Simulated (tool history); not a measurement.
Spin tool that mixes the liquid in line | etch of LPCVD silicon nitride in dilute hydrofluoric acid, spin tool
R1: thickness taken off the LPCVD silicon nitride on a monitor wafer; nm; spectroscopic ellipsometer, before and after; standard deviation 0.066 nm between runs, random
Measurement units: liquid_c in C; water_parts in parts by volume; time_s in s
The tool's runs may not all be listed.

Run 1, hour 0.0: liquid_c 23 C, water_parts 45 parts by volume, time_s 275 s. Result: R1 2.5629 nm.
Run 2, hour 1.6: liquid_c 24 C, water_parts 45 parts by volume, time_s 275 s. Result: R1 2.6659 nm.
Run 3, hour 9.6: liquid_c 22 C, water_parts 45 parts by volume, time_s 275 s. Result: R1 2.3631 nm.
Run 4, hour 14.5: liquid_c 22 C, water_parts 40 parts by volume, time_s 275 s. Result: R1 2.6848 nm.
Run 5, hour 22.8: liquid_c 22 C, water_parts 40 parts by volume, time_s 295 s. Result: R1 2.8824 nm.
Run 6, hour 28.8: liquid_c 22 C, water_parts 40 parts by volume, time_s 295 s. Result: R1 2.8666 nm.

What will run 7 give?
Run 7, hour 35.6: liquid_c 23 C, water_parts 40 parts by volume, time_s 295 s. Result: R1 ?.

{"run 7": {"R1": 3.1008}}
